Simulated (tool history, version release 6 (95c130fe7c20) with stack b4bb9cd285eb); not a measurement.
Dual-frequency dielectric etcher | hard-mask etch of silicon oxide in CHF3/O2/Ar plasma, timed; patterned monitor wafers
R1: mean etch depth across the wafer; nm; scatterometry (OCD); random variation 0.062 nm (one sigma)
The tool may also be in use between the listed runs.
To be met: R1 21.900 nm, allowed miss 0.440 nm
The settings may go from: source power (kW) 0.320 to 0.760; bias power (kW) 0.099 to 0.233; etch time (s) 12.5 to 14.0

{"run": 1, "hour": 0.0, "source power (kW)": 0.54, "bias power (kW)": 0.166, "etch time (s)": 14.0, "R1": 24.995}
{"run": 2, "hour": 5.4, "source power (kW)": 0.49, "bias power (kW)": 0.163, "etch time (s)": 14.0, "R1": 23.5}
{"run": 3, "hour": 6.2, "source power (kW)": 0.47, "bias power (kW)": 0.162, "etch time (s)": 14.0, "R1": 22.862}
{"run": 4, "hour": 9.9, "source power (kW)": 0.47, "bias power (kW)": 0.162, "etch time (s)": 14.0, "R1": 22.782}
{"run": 5, "hour": 16.9, "source power (kW)": 0.47, "bias power (kW)": 0.162, "etch time (s)": 14.0, "R1": 22.885}
{"run": 6, "hour": 20.6, "source power (kW)": 0.56, "bias power (kW)": 0.162, "etch time (s)": 14.0, "R1": 25.619}
{"run": 7, "hour": 21.2, "source power (kW)": 0.52, "bias power (kW)": 0.161, "etch time (s)": 14.0, "R1": 24.338}
{"run": 8, "hour": 23.3, "source power (kW)": 0.49, "bias power (kW)": 0.16, "etch time (s)": 14.0, "R1": 23.46}
{"run": 9, "hour": 31.0, "source power (kW)": 0.41, "bias power (kW)": 0.156, "etch time (s)": 14.0, "R1": 20.564}

5 next moves are on the table. One of them brings every result within its allowed miss. Which?
{"run": "A", "hour": 38.7, "source power (kW)": 0.49, "bias power (kW)": 0.145, "etch time (s)": 13.0, "R1": "?"}
{"run": "B", "hour": 38.7, "source power (kW)": 0.48, "bias power (kW)": 0.15, "etch time (s)": 13.5, "R1": "?"}
{"run": "C", "hour": 38.7, "source power (kW)": 0.41, "bias power (kW)": 0.163, "etch time (s)": 14.0, "R1": "?"}
{"run": "D", "hour": 38.7, "source power (kW)": 0.42, "bias power (kW)": 0.172, "etch time (s)": 13.5, "R1": "?"}
{"run": "E", "hour": 38.7, "source power (kW)": 0.43, "bias power (kW)": 0.153, "etch time (s)": 14.0, "R1": "?"}

move=A R1=21.308
move=B R1=21.981
move=C R1=20.769
move=D R1=20.634
move=E R1=21.216
A: nearer than the last run, and not there yet
B: meets every target
C: nearer than the last run, and not there yet
D: nearer than the last run, and not there yet
E: nearer than the last run, and not there yet
Move B is the one to make.
